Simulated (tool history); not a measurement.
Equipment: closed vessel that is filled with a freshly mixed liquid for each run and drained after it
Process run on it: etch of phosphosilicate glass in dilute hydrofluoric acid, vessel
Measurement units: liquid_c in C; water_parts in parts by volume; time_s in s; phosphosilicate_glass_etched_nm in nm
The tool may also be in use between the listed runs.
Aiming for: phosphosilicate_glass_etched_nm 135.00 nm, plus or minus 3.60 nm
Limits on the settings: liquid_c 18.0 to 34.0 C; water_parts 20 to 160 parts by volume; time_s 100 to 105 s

run  hour  liquid_c  water_parts  time_s  phosphosilicate_glass_etched_nm
  1   0.0      26.0           90     100                           151.46
  2   8.9      26.0           60     100                           235.22
  3  14.9      23.5           65     100                           193.07
  4  21.3      23.5           65     105                           205.49
  5  28.6      21.5           65     105                           185.07
  6  33.2      21.5           65     100                           178.52
  7  37.9      21.5           65     100                           178.40
  8  42.1      20.5           70     100                           157.41

Which single option among these 4 for the next run brings every result within its allowed miss of target? Just one does.
  A  46.3      20.5           80     100                                ?
  B  46.3      21.0           80     105                                ?
  C  46.3      23.0           70     105                                ?
  D  46.3      22.0           65     100                                ?

move  phosphosilicate_glass_etched_nm
   A                           136.13
   B                           145.92
   C                           183.26
   D                           181.51
A: hits every target within its allowed miss
B: gains on the last run, yet a result remains outside its allowed miss
C: the biggest miss grows against the last run
D: the biggest miss grows against the last run
A meets every target.
